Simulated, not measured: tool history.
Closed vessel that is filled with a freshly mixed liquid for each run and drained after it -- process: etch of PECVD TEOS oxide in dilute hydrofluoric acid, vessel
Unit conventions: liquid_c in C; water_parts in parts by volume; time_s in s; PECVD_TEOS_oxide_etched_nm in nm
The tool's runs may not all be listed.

run  hour  liquid_c  water_parts  time_s  PECVD_TEOS_oxide_etched_nm
  1   0.0      23.0           50      90                      22.447
  2   1.8      21.0           50      90                      20.597
  3   3.1      21.0           50      90                      20.431
  4   9.5      21.0           40      90                      26.071
  5  15.6      22.5           40      90                      27.566
  6  24.7      22.5           50      90                      21.832
  7  25.8      24.0           50      90                      23.211

What will run 8 give?
  8  35.0      28.0           40      90                           ?

PECVD_TEOS_oxide_etched_nm: 34.602 nm
